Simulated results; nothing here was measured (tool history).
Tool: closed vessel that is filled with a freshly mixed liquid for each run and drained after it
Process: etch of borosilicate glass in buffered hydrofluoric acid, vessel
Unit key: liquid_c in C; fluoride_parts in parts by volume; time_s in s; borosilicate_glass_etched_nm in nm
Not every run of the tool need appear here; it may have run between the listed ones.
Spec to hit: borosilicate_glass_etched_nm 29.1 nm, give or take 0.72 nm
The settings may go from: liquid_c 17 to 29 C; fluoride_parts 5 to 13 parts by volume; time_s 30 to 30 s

{"run": 1, "hour": 0.0, "liquid_c": 21, "fluoride_parts": 8, "time_s": 30, "borosilicate_glass_etched_nm": 36.357}
{"run": 2, "hour": 5.7, "liquid_c": 21, "fluoride_parts": 8, "time_s": 30, "borosilicate_glass_etched_nm": 35.978}
{"run": 3, "hour": 9.0, "liquid_c": 21, "fluoride_parts": 8, "time_s": 30, "borosilicate_glass_etched_nm": 36.473}
{"run": 4, "hour": 17.1, "liquid_c": 21, "fluoride_parts": 6.5, "time_s": 30, "borosilicate_glass_etched_nm": 45.126}
{"run": 5, "hour": 19.0, "liquid_c": 21, "fluoride_parts": 7.5, "time_s": 30, "borosilicate_glass_etched_nm": 38.675}
{"run": 6, "hour": 27.9, "liquid_c": 22.5, "fluoride_parts": 7.5, "time_s": 30, "borosilicate_glass_etched_nm": 42.734}
{"run": 7, "hour": 32.7, "liquid_c": 21.5, "fluoride_parts": 7.5, "time_s": 30, "borosilicate_glass_etched_nm": 40.116}
{"run": 8, "hour": 37.0, "liquid_c": 17.5, "fluoride_parts": 8, "time_s": 30, "borosilicate_glass_etched_nm": 29.996}

4 next moves are on the table. One of them brings every result within its allowed miss. Which?
{"run": "A", "hour": 41.3, "liquid_c": 17, "fluoride_parts": 7.5, "time_s": 30, "borosilicate_glass_etched_nm": "?"}
{"run": "B", "hour": 41.3, "liquid_c": 19, "fluoride_parts": 8.5, "time_s": 30, "borosilicate_glass_etched_nm": "?"}
{"run": "C", "hour": 41.3, "liquid_c": 20.5, "fluoride_parts": 9.5, "time_s": 30, "borosilicate_glass_etched_nm": "?"}
{"run": "D", "hour": 41.3, "liquid_c": 17, "fluoride_parts": 8, "time_s": 30, "borosilicate_glass_etched_nm": "?"}

move=A borosilicate_glass_etched_nm=31.45
move=B borosilicate_glass_etched_nm=30.589
move=C borosilicate_glass_etched_nm=30.836
move=D borosilicate_glass_etched_nm=29.279
A: its largest miss is bigger than the last run's
B: its largest miss is bigger than the last run's
C: its largest miss is bigger than the last run's
D: all results in spec
Go with D: it meets all targets.

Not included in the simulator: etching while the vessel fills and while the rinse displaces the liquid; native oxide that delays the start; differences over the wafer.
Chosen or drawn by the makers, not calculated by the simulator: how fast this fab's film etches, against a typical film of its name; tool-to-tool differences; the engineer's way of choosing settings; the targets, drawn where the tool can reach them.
